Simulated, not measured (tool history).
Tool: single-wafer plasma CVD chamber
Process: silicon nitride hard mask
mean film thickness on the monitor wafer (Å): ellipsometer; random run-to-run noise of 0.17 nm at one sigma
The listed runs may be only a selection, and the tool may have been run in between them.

| run | day | heater temperature setpoint (°C) | chamber pressure (mTorr) | RF power (W) | deposition time (s) | mean film thickness on the monitor wafer (Å) |
|---|---|---|---|---|---|---|
| 1 | 0.000 | 380 | 1870 | 280 | 38.4 | 452.77 |
| 2 | 0.275 | 380 | 1870 | 280 | 39.6 | 468.24 |
| 3 | 0.625 | 380 | 1930 | 280 | 39.6 | 472.00 |
| 4 | 0.925 | 390 | 1930 | 280 | 39.6 | 469.19 |
| 5 | 1.267 | 390 | 1930 | 280 | 39.6 | 469.40 |
| 6 | 1.579 | 390 | 1990 | 280 | 39.6 | 472.84 |
| 7 | 1.825 | 390 | 2040 | 280 | 39.6 | 473.67 |
| 8 | 2.121 | 390 | 2100 | 280 | 39.6 | 479.45 |
| 9 | 2.238 | 390 | 2140 | 280 | 39.6 | 478.97 |
| 10 | 2.333 | 390 | 2190 | 280 | 39.6 | 483.60 |
| 11 | 2.692 | 390 | 2230 | 280 | 39.6 | 486.81 |
| 12 | 2.817 | 390 | 2260 | 280 | 39.6 | 485.30 |

For run 13, what comes out?
| 13 | 3.138 | 390 | 2300 | 280 | 39.6 | ? |

Run 13 measured mean film thickness on the monitor wafer (Å) 488.08.
